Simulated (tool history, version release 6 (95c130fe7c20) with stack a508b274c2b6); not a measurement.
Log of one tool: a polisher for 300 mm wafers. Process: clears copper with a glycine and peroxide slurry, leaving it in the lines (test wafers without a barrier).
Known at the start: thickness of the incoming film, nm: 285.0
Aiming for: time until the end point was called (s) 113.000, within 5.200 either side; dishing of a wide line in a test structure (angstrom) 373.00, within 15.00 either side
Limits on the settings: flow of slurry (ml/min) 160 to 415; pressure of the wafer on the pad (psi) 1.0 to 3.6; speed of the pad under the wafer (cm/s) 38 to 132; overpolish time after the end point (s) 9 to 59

run  hour  flow of slurry (ml/min)  pressure of the wafer on the pad (psi)  speed of the pad under the wafer (cm/s)  overpolish time after the end point (s)  time until the end point was called (s)  dishing of a wide line in a test structure (angstrom)
  1   0.0                      265                                     2.3                                       84                                       30                                   78.623                                                 535.00
  2   4.8                      265                                     2.2                                       84                                       29                                   80.345                                                 510.70
  3  13.2                      265                                     2.2                                       84                                       34                                   81.348                                                 568.27
  4  14.9                      225                                     2.2                                       84                                       34                                   83.841                                                 555.20
  5  19.0                      225                                     2.2                                       84                                       43                                   81.612                                                 622.82
  6  23.7                      230                                     2.1                                       84                                       41                                   83.753                                                 615.54
  7  32.1                      235                                     2.1                                       82                                       39                                   84.312                                                 590.38
  8  35.3                      235                                     2.0                                       80                                       37                                   89.085                                                 564.63
  9  39.5                      235                                     1.9                                       80                                       35                                   91.460                                                 539.91
 10  41.4                      235                                     1.9                                       80                                       33                                   90.487                                                 514.13
 11  42.3                      235                                     1.8                                       80                                       32                                   94.406                                                 500.22
 12  48.9                      235                                     1.7                                       80                                       31                                   94.342                                                 481.77
 13  51.0                      235                                     1.6                                       80                                       30                                  100.290                                                 463.45
 14  57.5                      235                                     1.3                                       80                                       20                                  107.090                                                 325.42
 15  58.2                      240                                     1.3                                       80                                       21                                  105.010                                                 329.09
 16  65.8                      240                                     1.3                                       80                                       22                                  107.140                                                 349.10

5 candidate next runs follow, results not yet known. Just one meets every target within its allowed miss. Identify it.
  A  73.4                      185                                     1.5                                       78                                       19                                        ?                                                      ?
  B  73.4                      205                                     1.8                                       76                                       21                                        ?                                                      ?
  C  73.4                      160                                     1.0                                       98                                       21                                        ?                                                      ?
  D  73.4                      360                                     1.0                                       82                                       25                                        ?                                                      ?
  E  73.4                      215                                     1.2                                      106                                       21                                        ?                                                      ?

move  time until the end point was called (s)  dishing of a wide line in a test structure (angstrom)
   A                                  107.190                                                 312.41
   B                                   98.615                                                 360.45
   C                                  113.080                                                 320.21
   D                                  112.430                                                 370.32
   E                                   95.644                                                 362.01
A: further off than the last run
B: meets the target for the result that was furthest off, but another lies outside its allowed miss
C: further off than the last run
D: in spec on every target
E: meets the target for the result that was furthest off, but another lies outside its allowed miss
D is the move that brings every result within its allowed miss.
